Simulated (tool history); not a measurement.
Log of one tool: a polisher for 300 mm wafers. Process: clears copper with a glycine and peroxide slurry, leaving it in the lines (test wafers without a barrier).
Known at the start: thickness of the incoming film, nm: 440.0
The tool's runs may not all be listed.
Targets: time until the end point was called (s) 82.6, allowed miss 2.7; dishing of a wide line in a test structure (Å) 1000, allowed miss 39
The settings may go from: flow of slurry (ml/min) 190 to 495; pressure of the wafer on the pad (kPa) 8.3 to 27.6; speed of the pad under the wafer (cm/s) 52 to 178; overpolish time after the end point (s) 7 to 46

run,hour,flow of slurry (ml/min),pressure of the wafer on the pad (kPa),speed of the pad under the wafer (cm/s),overpolish time after the end point (s),time until the end point was called (s),dishing of a wide line in a test structure (Å)
1,0,320,17.9,114,24,95.474,728.61
2,5.6,320,18.6,114,26,94.023,783.98
3,13.1,320,19.3,114,28,92.719,832.64
4,21.7,320,19.3,94,28,108.21,755.19
5,29.4,320,19.3,94,33,108.74,843.75
6,38.1,320,19.3,94,42,108.01,970.75
7,39.6,320,20.7,96,39,102.94,964.4
8,41.7,320,22.1,98,37,97.917,963.68
9,45.6,320,23.4,100,36,90.549,974.27
10,54.7,320,24.1,100,36,91.653,1001.1
11,62.2,320,24.8,100,35,88.647,980.62
12,64.7,320,25.5,100,35,87.075,998.93
13,65.6,320,26.2,100,34,86.707,975.76

Which of these 5 next moves meets every target?
A,66.5,365,27.6,108,40,?,?
B,66.5,265,22.8,130,32,?,?
C,66.5,295,24.8,124,36,?,?
D,66.5,195,27.6,108,33,?,?
E,66.5,310,27.6,112,35,?,?

move,time until the end point was called (s),dishing of a wide line in a test structure (Å)
A,78.477,1149.6
B,77.598,1020.1
C,75.787,1098.9
D,83.807,1014.6
E,77.066,1088.1
A: takes the result that was furthest off past its target
B: takes the result that was furthest off past its target
C: takes the result that was furthest off past its target
D: meets every target
E: takes the result that was furthest off past its target
Answer: D

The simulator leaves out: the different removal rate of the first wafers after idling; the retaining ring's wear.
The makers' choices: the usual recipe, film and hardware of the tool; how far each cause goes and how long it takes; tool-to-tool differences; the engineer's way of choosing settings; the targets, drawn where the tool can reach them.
